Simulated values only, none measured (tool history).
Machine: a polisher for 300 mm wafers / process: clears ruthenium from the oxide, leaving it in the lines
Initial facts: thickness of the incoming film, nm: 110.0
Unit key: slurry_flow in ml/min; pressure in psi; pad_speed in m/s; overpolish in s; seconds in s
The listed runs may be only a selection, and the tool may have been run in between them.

run,day,slurry_flow,pressure,pad_speed,overpolish,seconds
1,0.000,240,2.6,0.92,12,90.899
2,0.071,240,2.2,0.84,12,117.580
3,0.250,240,2.2,0.62,12,152.300
4,0.596,240,2.2,0.62,9,158.870
5,0.696,195,2.2,0.62,9,159.060
6,0.842,195,2.0,0.62,9,176.580
7,1.158,195,1.9,0.62,9,183.540

Run 8 comes next. What will it give?
8,1.521,195,1.8,0.62,9,?

{"run 8": {"seconds": 199.97}}
